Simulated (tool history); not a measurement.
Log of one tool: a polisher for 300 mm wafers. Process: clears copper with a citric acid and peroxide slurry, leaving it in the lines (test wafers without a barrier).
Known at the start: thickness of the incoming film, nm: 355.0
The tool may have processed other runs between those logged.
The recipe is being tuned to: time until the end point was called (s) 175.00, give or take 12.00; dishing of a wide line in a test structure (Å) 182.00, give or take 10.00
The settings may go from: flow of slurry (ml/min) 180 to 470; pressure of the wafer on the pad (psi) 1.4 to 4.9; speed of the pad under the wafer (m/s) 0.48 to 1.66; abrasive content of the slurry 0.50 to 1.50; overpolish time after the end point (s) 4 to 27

run	hour	flow of slurry (ml/min)	pressure of the wafer on the pad (psi)	speed of the pad under the wafer (m/s)	abrasive content of the slurry	overpolish time after the end point (s)	time until the end point was called (s)	dishing of a wide line in a test structure (Å)
1	0.0	300	3.1	1.06	1.00	14	121.65	203.48
2	5.9	300	3.1	1.16	1.00	14	112.12	209.45
3	12.6	255	3.1	1.16	1.00	14	115.44	199.92
4	17.1	255	3.0	1.16	1.00	14	121.21	205.70
5	22.5	325	3.0	1.16	1.00	14	115.53	205.81
6	28.4	325	2.9	1.16	1.00	14	114.57	203.25
7	36.5	320	2.8	1.14	1.00	14	120.74	195.74
8	45.3	315	2.7	1.12	1.00	15	123.70	201.67
9	53.6	315	2.6	1.10	1.00	15	126.63	202.11
10	58.4	315	2.5	1.08	1.00	15	140.60	192.48

Exercise: of the 4 proposed moves below, exactly one satisfies all targets within the stated allowed misses. Which move is it?
A	63.2	305	2.3	0.80	1.05	14	?	?
B	63.2	245	2.4	0.58	1.05	20	?	?
C	63.2	300	1.9	0.86	1.25	18	?	?
D	63.2	280	2.7	0.88	1.20	18	?	?

move	time until the end point was called (s)	dishing of a wide line in a test structure (Å)
A	167.87	156.28
B	198.35	179.31
C	176.11	179.44
D	139.56	210.95
A: meets the target for the result that was furthest off, but another lies outside its allowed miss
B: takes the result that was furthest off past its target
C: every result lands within tolerance
D: neither nearer nor further off than the last run
The move that meets every target is C.
